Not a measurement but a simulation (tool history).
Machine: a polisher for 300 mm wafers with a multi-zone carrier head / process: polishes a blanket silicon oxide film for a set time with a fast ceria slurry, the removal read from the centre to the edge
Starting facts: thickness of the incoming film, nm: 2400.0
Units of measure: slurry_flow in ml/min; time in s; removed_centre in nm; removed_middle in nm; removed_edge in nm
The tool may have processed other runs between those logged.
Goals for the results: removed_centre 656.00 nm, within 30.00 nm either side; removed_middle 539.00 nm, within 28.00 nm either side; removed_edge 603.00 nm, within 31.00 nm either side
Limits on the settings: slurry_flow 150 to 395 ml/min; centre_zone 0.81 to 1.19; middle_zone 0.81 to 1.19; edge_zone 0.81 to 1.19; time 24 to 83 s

run	day	slurry_flow	centre_zone	middle_zone	edge_zone	time	removed_centre	removed_middle	removed_edge
1	0.000	250	1.00	1.00	1.00	53	836.76	821.63	803.26
2	0.333	205	1.00	1.00	1.00	53	830.39	798.46	791.67
3	0.362	195	1.01	0.96	0.99	49	771.68	711.84	729.83
4	0.658	195	1.09	0.96	0.99	49	791.78	704.69	727.55
5	0.712	195	1.09	1.02	0.99	49	821.73	754.99	743.12
6	0.958	190	1.09	0.97	0.98	46	761.11	657.40	684.15
7	1.321	190	1.07	0.94	0.97	45	735.78	638.08	675.83
8	1.512	185	1.08	0.87	0.97	37	609.22	483.69	537.97
9	1.617	180	1.08	0.88	0.99	38	617.02	517.72	560.18

Pick the move, out of 5, that brings all results within their allowed miss; only one does.
A	1.721	205	1.19	1.02	0.86	37	?	?	?
B	1.721	210	1.02	0.91	1.02	38	?	?	?
C	1.721	300	0.97	1.02	1.12	36	?	?	?
D	1.721	185	1.07	0.88	0.98	40	?	?	?
E	1.721	220	1.19	0.91	0.91	34	?	?	?

move	removed_centre	removed_middle	removed_edge
A	675.73	581.18	523.89
B	596.30	544.82	585.29
C	565.34	594.47	600.25
D	642.91	545.86	595.10
E	628.07	490.56	498.70
A: misses by more than the last run did
B: the worst result of the last run now meets its target, but another is out of spec
C: the worst result of the last run now meets its target, but another is out of spec
D: in spec on every target
E: misses by more than the last run did
The move that meets every target is D.
